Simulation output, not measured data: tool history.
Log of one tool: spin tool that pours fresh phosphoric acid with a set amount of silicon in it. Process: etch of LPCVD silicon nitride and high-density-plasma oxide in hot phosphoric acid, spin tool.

| run | hour | temperature setpoint of the liquid (K) | silicon dissolved in the acid as it is poured (mg a litre) | time under the liquid (s) | thickness taken off the LPCVD silicon nitride on a monitor wafer (nm) | thickness taken off the high-density-plasma oxide on a monitor wafer (nm) |
|---|---|---|---|---|---|---|
| 1 | 0.0 | 432.15 | 24.0 | 180 | 14.7320 | 0.42004 |
| 2 | 9.1 | 432.15 | 24.0 | 120 | 9.7373 | 0.26262 |
| 3 | 18.0 | 432.15 | 22.5 | 120 | 9.8682 | 0.26029 |
| 4 | 22.7 | 432.15 | 20.5 | 120 | 9.9015 | 0.27919 |
| 5 | 24.4 | 432.15 | 20.5 | 150 | 12.2220 | 0.37336 |
| 6 | 32.7 | 432.15 | 19.5 | 145 | 11.7760 | 0.37024 |
| 7 | 35.4 | 432.15 | 18.5 | 140 | 11.2560 | 0.36361 |

Run 8 comes next. What will it give?
| 8 | 38.3 | 430.15 | 14.0 | 115 | ? | ? |

Run 8 gave thickness taken off the LPCVD silicon nitride on a monitor wafer (nm) 8.6253, thickness taken off the high-density-plasma oxide on a monitor wafer (nm) 0.25975.
